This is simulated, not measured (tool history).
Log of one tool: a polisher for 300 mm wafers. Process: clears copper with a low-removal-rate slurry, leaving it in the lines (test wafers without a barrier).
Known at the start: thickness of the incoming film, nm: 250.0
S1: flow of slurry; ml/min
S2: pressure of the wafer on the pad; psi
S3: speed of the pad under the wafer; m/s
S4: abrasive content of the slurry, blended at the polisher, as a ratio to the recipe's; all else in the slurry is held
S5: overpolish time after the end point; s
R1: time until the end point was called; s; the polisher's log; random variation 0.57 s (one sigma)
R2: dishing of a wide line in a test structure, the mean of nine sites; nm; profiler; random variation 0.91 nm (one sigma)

run    day   S1   S2    S3   S4  S5      R1      R2
  1  0.000  250  3.2  0.98  1.0  18  93.770  35.370
  2  0.367  250  3.2  0.98  1.0  21  93.431  40.766
  3  0.625  255  3.4  0.98  1.0  21  88.534  42.963
  4  0.938  255  3.4  1.06  1.0  21  84.052  45.664
  5  1.221  255  3.4  1.06  1.0  27  83.388  57.737
  6  1.504  255  3.4  1.18  1.0  27  76.391  62.284
  7  1.871  255  3.5  1.18  1.0  25  72.966  60.671
  8  2.038  255  3.5  1.18  1.0  24  72.723  57.115
  9  2.267  255  3.5  1.18  1.0  23  72.757  56.964
 10  2.417  255  3.5  1.18  1.0  22  73.043  53.139

The next listed run, before its measurement:
 11  2.596  255  3.5  1.18  1.0  22   ?   ?

{"run 11": {"R1": 73.7, "R2": 54.626}}
